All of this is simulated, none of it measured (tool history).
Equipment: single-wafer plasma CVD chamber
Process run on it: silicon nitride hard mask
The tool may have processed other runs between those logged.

| run | hour | heater temperature setpoint (°C) | chamber pressure (mTorr) | RF power (W) | deposition time (s) | mean film thickness on the monitor wafer (nm) |
|---|---|---|---|---|---|---|
| 1 | 0 | 395 | 1560 | 250 | 67.7 | 73.249 |
| 2 | 4.7 | 395 | 1440 | 245 | 67.7 | 70.799 |
| 3 | 6.2 | 395 | 1350 | 240 | 67.7 | 68.942 |
| 4 | 11.2 | 403 | 1350 | 240 | 67.7 | 69.083 |
| 5 | 19.8 | 403 | 1350 | 240 | 67.7 | 68.921 |
| 6 | 27 | 403 | 1280 | 235 | 67.7 | 67.003 |
| 7 | 30.6 | 403 | 1230 | 235 | 67.7 | 66.527 |
| 8 | 31.3 | 403 | 1190 | 235 | 67.7 | 66.08 |

Run 9 comes next. What will it give?
| 9 | 35.9 | 403 | 1160 | 235 | 67.7 | ? |

Logged for run 9: mean film thickness on the monitor wafer (nm) 65.694.
